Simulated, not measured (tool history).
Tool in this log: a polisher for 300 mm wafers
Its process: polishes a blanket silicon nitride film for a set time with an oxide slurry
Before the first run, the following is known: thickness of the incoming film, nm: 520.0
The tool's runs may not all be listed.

run,hour,flow of slurry (ml/min),pressure of the wafer on the pad (psi),speed of the pad under the wafer (m/s),abrasive content of the slurry,polishing time (s),film removed (Å)
1,0,195,2.5,1.24,1,115,679.78
2,8.7,195,2.5,1.24,1,115,689.86
3,10.4,195,2.3,1.22,1,115,628.18
4,18.1,195,2.3,1.22,1.15,115,668.25
5,25.4,195,2.3,1.22,1.3,115,726.64
6,31.1,195,2.3,1.22,1.3,115,704.75
7,34.3,195,2.1,1.2,1.3,115,623.18
8,42.2,195,2,1.2,1.3,115,600.8

What will run 9 give?
9,43.2,195,1.9,1.2,1.3,115,?

film removed (Å): 564.77
